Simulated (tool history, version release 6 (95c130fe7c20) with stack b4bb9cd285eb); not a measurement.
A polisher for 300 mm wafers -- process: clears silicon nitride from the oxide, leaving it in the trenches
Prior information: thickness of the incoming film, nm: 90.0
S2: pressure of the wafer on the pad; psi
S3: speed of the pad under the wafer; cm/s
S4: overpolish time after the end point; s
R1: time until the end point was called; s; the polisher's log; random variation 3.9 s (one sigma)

{"run": 1, "hour": 0.0, "flow of slurry (ml/min)": 140, "S2": 2.2, "S3": 78, "S4": 21, "R1": 179.11}
{"run": 2, "hour": 7.2, "flow of slurry (ml/min)": 140, "S2": 2.2, "S3": 78, "S4": 21, "R1": 175.88}
{"run": 3, "hour": 9.0, "flow of slurry (ml/min)": 140, "S2": 2.2, "S3": 78, "S4": 22, "R1": 179.24}
{"run": 4, "hour": 13.6, "flow of slurry (ml/min)": 140, "S2": 2.4, "S3": 78, "S4": 22, "R1": 162.75}
{"run": 5, "hour": 21.7, "flow of slurry (ml/min)": 140, "S2": 2.3, "S3": 78, "S4": 22, "R1": 170.37}
{"run": 6, "hour": 28.6, "flow of slurry (ml/min)": 140, "S2": 2.6, "S3": 78, "S4": 22, "R1": 154.04}
{"run": 7, "hour": 35.0, "flow of slurry (ml/min)": 140, "S2": 2.4, "S3": 78, "S4": 22, "R1": 164.81}
{"run": 8, "hour": 42.1, "flow of slurry (ml/min)": 140, "S2": 2.3, "S3": 78, "S4": 22, "R1": 172.61}
{"run": 9, "hour": 44.6, "flow of slurry (ml/min)": 140, "S2": 2.2, "S3": 78, "S4": 22, "R1": 182.38}
{"run": 10, "hour": 49.4, "flow of slurry (ml/min)": 140, "S2": 2.1, "S3": 78, "S4": 22, "R1": 189.41}
{"run": 11, "hour": 57.8, "flow of slurry (ml/min)": 140, "S2": 2, "S3": 78, "S4": 22, "R1": 196.06}
{"run": 12, "hour": 60.7, "flow of slurry (ml/min)": 140, "S2": 1.9, "S3": 78, "S4": 22, "R1": 203.88}
{"run": 13, "hour": 64.4, "flow of slurry (ml/min)": 140, "S2": 1.9, "S3": 78, "S4": 22, "R1": 202.4}
{"run": 14, "hour": 69.0, "flow of slurry (ml/min)": 140, "S2": 1.8, "S3": 78, "S4": 22, "R1": 211.69}
{"run": 15, "hour": 76.2, "flow of slurry (ml/min)": 135, "S2": 1.5, "S3": 78, "S4": 22, "R1": 262.94}

Run 16, settings as shown, results not yet in. Your forecast:
{"run": 16, "hour": 81.4, "flow of slurry (ml/min)": 140, "S2": 1.5, "S3": 78, "S4": 22, "R1": "?"}

R1: 260.33 s
